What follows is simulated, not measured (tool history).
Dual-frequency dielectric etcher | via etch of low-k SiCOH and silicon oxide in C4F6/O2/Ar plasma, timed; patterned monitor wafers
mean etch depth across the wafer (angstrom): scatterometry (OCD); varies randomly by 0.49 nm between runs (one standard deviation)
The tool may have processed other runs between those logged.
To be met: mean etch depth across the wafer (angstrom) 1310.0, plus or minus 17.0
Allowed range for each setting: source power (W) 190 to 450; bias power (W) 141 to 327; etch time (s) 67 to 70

run	hour	source power (W)	bias power (W)	etch time (s)	mean etch depth across the wafer (angstrom)
1	0.0	320	234	67	1610.2
2	6.7	270	234	67	1500.7
3	12.8	250	227	67	1434.1
4	18.1	250	198	67	1377.5
5	26.1	290	198	67	1456.8
6	31.9	290	198	70	1530.5
7	38.8	260	193	70	1461.2
8	45.9	260	193	70	1450.2
9	54.6	200	174	70	1264.7
10	57.8	210	174	70	1290.1

Exactly one of the 5 candidate moves below puts every result within its allowed miss. Which one?
A	61.0	210	177	68	?
B	61.0	190	202	68	?
C	61.0	210	204	70	?
D	61.0	200	194	70	?
E	61.0	260	174	67	?

move	mean etch depth across the wafer (angstrom)
A	1254.4
B	1262.1
C	1356.0
D	1307.2
E	1337.3
A: further off than the last run
B: further off than the last run
C: takes the biggest miss from the last run beyond its target
D: every result within its allowed miss
E: takes the biggest miss from the last run beyond its target
So the answer is move D, the one that meets all the targets.
